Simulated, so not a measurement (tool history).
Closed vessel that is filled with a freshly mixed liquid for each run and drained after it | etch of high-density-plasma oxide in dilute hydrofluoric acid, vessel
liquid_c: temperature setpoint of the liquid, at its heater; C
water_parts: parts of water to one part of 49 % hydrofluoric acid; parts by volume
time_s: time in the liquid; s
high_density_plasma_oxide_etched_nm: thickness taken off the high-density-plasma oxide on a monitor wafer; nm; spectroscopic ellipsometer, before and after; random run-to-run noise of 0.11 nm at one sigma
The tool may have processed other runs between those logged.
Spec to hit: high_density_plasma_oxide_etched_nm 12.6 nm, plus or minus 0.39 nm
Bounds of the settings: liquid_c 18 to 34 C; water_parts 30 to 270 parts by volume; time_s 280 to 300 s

run	hour	liquid_c	water_parts	time_s	high_density_plasma_oxide_etched_nm
1	0	26	150	280	10.225
2	0.8	27	150	280	10.635
3	1.9	23.5	150	280	9.451
4	4.8	26.5	150	280	10.529
5	8.2	28.5	150	280	11.339
6	15	29	150	280	11.412
7	22.7	29.5	150	280	11.889
8	29.3	30.5	150	280	12.032

Pick the move, out of 5, that brings all results within their allowed miss; only one does.
A	35.9	26.5	140	295	?
B	35.9	30	155	280	?
C	35.9	31	155	280	?
D	35.9	29	165	300	?
E	35.9	31	150	285	?

move	high_density_plasma_oxide_etched_nm
A	12.094
B	11.567
C	11.986
D	11.089
E	12.691
A: moves toward the targets from the last run without getting all of them in spec
B: its largest miss is bigger than the last run's
C: its largest miss is bigger than the last run's
D: its largest miss is bigger than the last run's
E: hits every target within its allowed miss
The right move is E.
